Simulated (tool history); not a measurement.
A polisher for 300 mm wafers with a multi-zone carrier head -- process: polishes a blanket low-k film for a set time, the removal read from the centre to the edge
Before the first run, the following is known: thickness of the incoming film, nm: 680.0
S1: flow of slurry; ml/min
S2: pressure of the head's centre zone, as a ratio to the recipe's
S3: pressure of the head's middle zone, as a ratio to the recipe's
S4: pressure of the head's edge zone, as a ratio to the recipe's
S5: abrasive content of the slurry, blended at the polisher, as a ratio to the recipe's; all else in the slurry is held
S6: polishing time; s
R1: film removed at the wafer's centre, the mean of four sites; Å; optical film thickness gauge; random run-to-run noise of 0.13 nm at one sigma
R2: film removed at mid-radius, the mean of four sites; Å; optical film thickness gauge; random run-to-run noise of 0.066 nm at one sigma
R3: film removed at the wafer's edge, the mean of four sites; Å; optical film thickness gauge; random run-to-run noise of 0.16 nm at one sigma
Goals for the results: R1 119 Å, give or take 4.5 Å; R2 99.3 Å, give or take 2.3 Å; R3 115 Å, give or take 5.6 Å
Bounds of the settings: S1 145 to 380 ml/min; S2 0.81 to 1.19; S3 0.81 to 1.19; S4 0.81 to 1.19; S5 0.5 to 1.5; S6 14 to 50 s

Run 1, hour 0: S1 245 ml/min, S2 1, S3 1, S4 1, S5 1, S6 32 s. Result: R1 147.29 Å, R2 137.3 Å, R3 140.22 Å.
Run 2, hour 1: S1 240 ml/min, S2 0.99, S3 0.97, S4 0.99, S5 0.95, S6 32 s. Result: R1 143.62 Å, R2 132.48 Å, R3 134.83 Å.
Run 3, hour 4.5: S1 240 ml/min, S2 0.99, S3 0.9, S4 0.99, S5 0.95, S6 32 s. Result: R1 141.1 Å, R2 123.15 Å, R3 134.44 Å.
Run 4, hour 5.3: S1 235 ml/min, S2 0.99, S3 0.88, S4 0.99, S5 0.9, S6 32 s. Result: R1 139.59 Å, R2 118.57 Å, R3 132.34 Å.
Run 5, hour 9.4: S1 230 ml/min, S2 0.98, S3 0.87, S4 0.98, S5 0.85, S6 32 s. Result: R1 131.5 Å, R2 114.86 Å, R3 130.9 Å.
Run 6, hour 11.9: S1 230 ml/min, S2 0.99, S3 0.86, S4 0.96, S5 0.8, S6 32 s. Result: R1 131.26 Å, R2 110.01 Å, R3 127.95 Å.
Run 7, hour 16.2: S1 230 ml/min, S2 0.99, S3 0.86, S4 0.94, S5 0.75, S6 32 s. Result: R1 130.02 Å, R2 109.4 Å, R3 121.88 Å.
Run 8, hour 23: S1 225 ml/min, S2 0.99, S3 0.85, S4 0.93, S5 0.75, S6 32 s. Result: R1 127.85 Å, R2 105.95 Å, R3 120.46 Å.
Run 9, hour 26: S1 215 ml/min, S2 0.98, S3 0.84, S4 0.92, S5 0.75, S6 32 s. Result: R1 125.41 Å, R2 104.4 Å, R3 117.6 Å.
Run 10, hour 34.8: S1 205 ml/min, S2 0.98, S3 0.84, S4 0.92, S5 0.75, S6 32 s. Result: R1 126.16 Å, R2 105.27 Å, R3 115.29 Å.
At hour 40.2: centre zone pressure recalibrated.
Run 11, hour 40.2: S1 205 ml/min, S2 0.98, S3 0.83, S4 0.92, S5 0.75, S6 32 s. Result: R1 118.14 Å, R2 103.64 Å, R3 119.82 Å.
Run 12, hour 44.2: S1 205 ml/min, S2 0.98, S3 0.83, S4 0.91, S5 0.75, S6 32 s. Result: R1 119.83 Å, R2 103.45 Å, R3 119.57 Å.

4 candidate next runs follow, results not yet known. Just one meets every target within its allowed miss. Identify it.
Run A, hour 48.2: S1 175 ml/min, S2 1.04, S3 0.92, S4 0.87, S5 0.8, S6 31 s. Result: R1 ?, R2 ?, R3 ?.
Run B, hour 48.2: S1 245 ml/min, S2 0.99, S3 0.81, S4 0.91, S5 0.55, S6 35 s. Result: R1 ?, R2 ?, R3 ?.
Run C, hour 48.2: S1 225 ml/min, S2 0.9, S3 0.83, S4 1.01, S5 0.9, S6 32 s. Result: R1 ?, R2 ?, R3 ?.
Run D, hour 48.2: S1 145 ml/min, S2 0.95, S3 0.81, S4 0.99, S5 0.8, S6 34 s. Result: R1 ?, R2 ?, R3 ?.

move      R1      R2      R3
   A  119.19  107.63  113.62
   B  117.04  98.442  115.94
   C  119.97  110.93  133.24
   D  117.15  102.78  127.43
A: its largest miss is bigger than the last run's
B: each result inside its tolerance
C: its largest miss is bigger than the last run's
D: its largest miss is bigger than the last run's
The move that meets every target is B.
